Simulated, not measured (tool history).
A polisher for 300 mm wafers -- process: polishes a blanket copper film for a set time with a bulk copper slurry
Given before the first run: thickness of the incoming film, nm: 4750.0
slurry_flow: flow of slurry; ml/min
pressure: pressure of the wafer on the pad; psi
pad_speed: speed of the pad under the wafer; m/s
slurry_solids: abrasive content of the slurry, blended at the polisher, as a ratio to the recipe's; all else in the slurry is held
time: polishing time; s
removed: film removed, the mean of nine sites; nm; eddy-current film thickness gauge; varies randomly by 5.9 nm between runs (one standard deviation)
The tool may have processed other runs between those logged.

run  hour  slurry_flow  pressure  pad_speed  slurry_solids  time  removed
  1     0          240       3.1       1.22              1    41   507.02
  2   3.9          240         3       1.22              1    41   485.46
  3   5.2          240       2.9       1.22              1    41   482.53
  4  14.1          240       2.9       1.44              1    41   530.66
     16.4  -- slurry nozzle cleaned
  5  16.4          240       2.8       1.44              1    41   530.26
  6  22.3          240       2.8        1.6              1    41   573.41
  7  24.6          240       2.7        1.6              1    41   558.98

Estimate the outcome of run 8 from the log above:
  8  25.7          240       1.8       1.56              1    41        ?

{"run 8": {"removed": 372.67}}

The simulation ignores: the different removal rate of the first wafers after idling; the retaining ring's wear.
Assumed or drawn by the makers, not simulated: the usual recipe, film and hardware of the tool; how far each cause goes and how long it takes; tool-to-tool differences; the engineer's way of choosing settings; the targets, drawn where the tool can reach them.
